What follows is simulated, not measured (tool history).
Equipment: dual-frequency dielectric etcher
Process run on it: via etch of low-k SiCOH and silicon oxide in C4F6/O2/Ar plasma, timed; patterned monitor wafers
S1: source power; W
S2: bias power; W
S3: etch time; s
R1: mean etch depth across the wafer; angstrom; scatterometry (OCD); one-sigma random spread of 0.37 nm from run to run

| run | hour | S1 | S2 | S3 | R1 |
|---|---|---|---|---|---|
| 1 | 0 | 350 | 179 | 46 | 1239.7 |
| 2 | 0.9 | 370 | 179 | 46 | 1264.8 |
| 3 | 4.2 | 370 | 179 | 46 | 1261.5 |
| 4 | 7.4 | 370 | 161 | 46 | 1232.5 |
| 5 | 14 | 370 | 161 | 46 | 1232.3 |
| 6 | 18.1 | 420 | 161 | 46 | 1280.2 |
| 7 | 23 | 380 | 148 | 45.5 | 1205.3 |
|  | 31 | bias power generator calibrated |
| 8 | 31 | 350 | 140 | 45.5 | 1156.3 |
| 9 | 39.7 | 320 | 135 | 45.5 | 1112.4 |
| 10 | 47.3 | 300 | 133 | 45.5 | 1080.7 |

Expected results for the next run?
| 11 | 53 | 280 | 132 | 45.5 | ? |

Run 11 gave R1 1051.8 angstrom.

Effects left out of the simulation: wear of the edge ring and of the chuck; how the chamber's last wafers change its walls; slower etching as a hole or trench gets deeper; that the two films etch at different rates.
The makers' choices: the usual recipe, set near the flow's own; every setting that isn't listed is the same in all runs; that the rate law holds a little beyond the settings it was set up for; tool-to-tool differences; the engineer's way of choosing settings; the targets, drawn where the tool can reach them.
